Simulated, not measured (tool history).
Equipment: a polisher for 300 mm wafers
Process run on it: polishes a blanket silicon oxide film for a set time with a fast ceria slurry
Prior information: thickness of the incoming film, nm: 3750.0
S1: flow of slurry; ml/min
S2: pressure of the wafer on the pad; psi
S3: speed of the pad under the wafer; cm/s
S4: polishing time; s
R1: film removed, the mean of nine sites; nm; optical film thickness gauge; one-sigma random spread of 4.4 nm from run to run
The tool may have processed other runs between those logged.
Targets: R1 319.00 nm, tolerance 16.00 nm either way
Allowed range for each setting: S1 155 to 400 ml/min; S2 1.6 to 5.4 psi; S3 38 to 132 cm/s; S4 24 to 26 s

run,hour,S1,S2,S3,S4,R1
1,0.0,255,3.5,84,26,467.86
2,6.4,255,3.2,84,26,421.81
3,12.3,255,3.2,72,26,371.52
4,19.3,255,3.2,54,26,276.93
5,20.8,255,2.5,54,26,219.78
6,27.6,255,2.5,44,26,183.01
7,36.4,255,2.8,44,26,205.36
8,41.9,255,3.1,44,26,219.79

4 next moves are on the table. One of them brings every result within its allowed miss. Which?
A,47.4,180,3.0,60,26,?
B,47.4,245,2.9,68,26,?
C,47.4,295,3.6,62,26,?
D,47.4,260,2.6,38,24,?

move,R1
A,276.21
B,315.41
C,363.06
D,151.78
A: closes in on the targets versus the last run, not all within tolerance yet
B: all results land within tolerance of their targets
C: moves the result that the last run missed by most past its target, out the other side
D: its largest miss is bigger than the last run's
Move B is the one to make.
